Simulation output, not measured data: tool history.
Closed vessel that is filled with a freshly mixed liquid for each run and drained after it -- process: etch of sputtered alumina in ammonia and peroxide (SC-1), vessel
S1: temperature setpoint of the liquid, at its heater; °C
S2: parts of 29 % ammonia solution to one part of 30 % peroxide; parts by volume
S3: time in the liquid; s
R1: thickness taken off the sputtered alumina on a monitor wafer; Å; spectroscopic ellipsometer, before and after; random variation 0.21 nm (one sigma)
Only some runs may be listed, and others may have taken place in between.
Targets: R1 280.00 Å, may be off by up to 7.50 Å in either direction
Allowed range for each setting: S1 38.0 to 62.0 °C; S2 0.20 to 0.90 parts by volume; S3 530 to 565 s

run,hour,S1,S2,S3,R1
1,0.0,46.0,0.50,530,212.25
2,2.3,47.5,0.50,530,236.34
3,11.7,47.5,0.50,565,247.19
4,16.4,44.5,0.50,565,209.12
5,25.2,46.0,0.50,565,227.74
6,28.5,47.0,0.50,565,244.73
7,33.0,47.5,0.50,565,245.11
8,37.7,48.5,0.50,565,261.23

5 candidate next runs follow, results not yet known. Just one meets every target within its allowed miss. Identify it.
A,42.4,47.5,0.40,555,?
B,42.4,50.0,0.55,550,?
C,42.4,48.5,0.55,565,?
D,42.4,49.5,0.50,535,?
E,42.4,49.0,0.50,530,?

move,R1
A,238.83
B,280.28
C,265.00
D,262.83
E,253.27
A: lands further from the targets than the last run did
B: every result within its allowed miss
C: nearer the targets than the last run, but a result is still out of spec
D: nearer the targets than the last run, but a result is still out of spec
E: lands further from the targets than the last run did
B meets every target.
